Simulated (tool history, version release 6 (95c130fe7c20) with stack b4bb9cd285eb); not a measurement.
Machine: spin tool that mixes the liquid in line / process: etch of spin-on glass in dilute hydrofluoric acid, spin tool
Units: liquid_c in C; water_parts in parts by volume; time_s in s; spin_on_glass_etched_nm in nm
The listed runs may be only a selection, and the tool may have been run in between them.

| run | day | liquid_c | water_parts | time_s | spin_on_glass_etched_nm |
|---|---|---|---|---|---|
| 1 | 0.000 | 25.0 | 65 | 50 | 41.443 |
| 2 | 0.121 | 25.0 | 75 | 50 | 35.577 |
| 3 | 0.483 | 28.5 | 75 | 50 | 40.523 |
| 4 | 0.512 | 28.5 | 75 | 55 | 44.904 |
| 5 | 0.617 | 28.5 | 65 | 55 | 52.518 |
| 6 | 0.921 | 28.5 | 80 | 55 | 41.925 |
| 7 | 1.288 | 24.5 | 85 | 55 | 33.269 |
| 8 | 1.583 | 22.5 | 85 | 55 | 30.797 |
| 9 | 1.800 | 21.0 | 85 | 55 | 28.904 |
| 10 | 2.112 | 20.0 | 85 | 55 | 27.848 |
| 11 | 2.254 | 19.5 | 85 | 55 | 27.271 |
| 12 | 2.408 | 19.0 | 85 | 55 | 26.636 |

Run 13 comes next. What will it give?
| 13 | 2.671 | 18.5 | 85 | 55 | ? |

spin_on_glass_etched_nm: 26.114 nm
